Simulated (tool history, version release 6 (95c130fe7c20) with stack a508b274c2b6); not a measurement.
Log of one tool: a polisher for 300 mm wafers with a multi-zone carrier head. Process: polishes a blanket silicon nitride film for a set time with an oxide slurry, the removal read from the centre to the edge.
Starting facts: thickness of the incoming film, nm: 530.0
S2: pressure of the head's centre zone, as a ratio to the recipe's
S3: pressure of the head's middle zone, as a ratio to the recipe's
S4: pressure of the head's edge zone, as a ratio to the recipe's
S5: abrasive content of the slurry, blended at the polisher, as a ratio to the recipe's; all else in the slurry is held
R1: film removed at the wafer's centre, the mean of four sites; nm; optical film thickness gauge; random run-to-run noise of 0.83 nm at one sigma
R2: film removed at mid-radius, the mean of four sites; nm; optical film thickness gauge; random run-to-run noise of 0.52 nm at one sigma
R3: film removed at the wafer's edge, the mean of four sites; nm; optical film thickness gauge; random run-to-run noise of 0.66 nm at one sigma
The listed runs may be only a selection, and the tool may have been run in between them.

Run 1, hour 0: flow of slurry (ml/min) 150, S2 1, S3 1, S4 1, S5 1, polishing time (s) 72. Result: R1 50.139 nm, R2 48.696 nm, R3 49.577 nm.
Run 2, hour 2.1: flow of slurry (ml/min) 150, S2 1, S3 1.03, S4 1, S5 1, polishing time (s) 72. Result: R1 50.711 nm, R2 49.851 nm, R3 48.759 nm.
Run 3, hour 5.5: flow of slurry (ml/min) 150, S2 1.04, S3 1.03, S4 1, S5 1, polishing time (s) 72. Result: R1 51.789 nm, R2 50.351 nm, R3 48.305 nm.
Run 4, hour 7.4: flow of slurry (ml/min) 150, S2 1.04, S3 1.03, S4 1, S5 1.2, polishing time (s) 72. Result: R1 54.117 nm, R2 52.884 nm, R3 51.238 nm.
Run 5, hour 9.7: flow of slurry (ml/min) 150, S2 1.04, S3 1.07, S4 1, S5 1.2, polishing time (s) 72. Result: R1 53.589 nm, R2 54.081 nm, R3 51.698 nm.
Run 6, hour 10.8: flow of slurry (ml/min) 135, S2 1.04, S3 1.07, S4 1, S5 1.2, polishing time (s) 72. Result: R1 53.733 nm, R2 52.7 nm, R3 50.658 nm.
Run 7, hour 12.7: flow of slurry (ml/min) 150, S2 1.05, S3 1.07, S4 1.04, S5 1.3, polishing time (s) 73. Result: R1 56.485 nm, R2 55.92 nm, R3 54.398 nm.

Run 8 comes next. What will it give?
Run 8, hour 16: flow of slurry (ml/min) 160, S2 1.05, S3 1.07, S4 1.07, S5 1.35, polishing time (s) 74. Result: R1 ?, R2 ?, R3 ?.

{"run 8": {"R1": 59.485, "R2": 57.724, "R3": 56.948}}
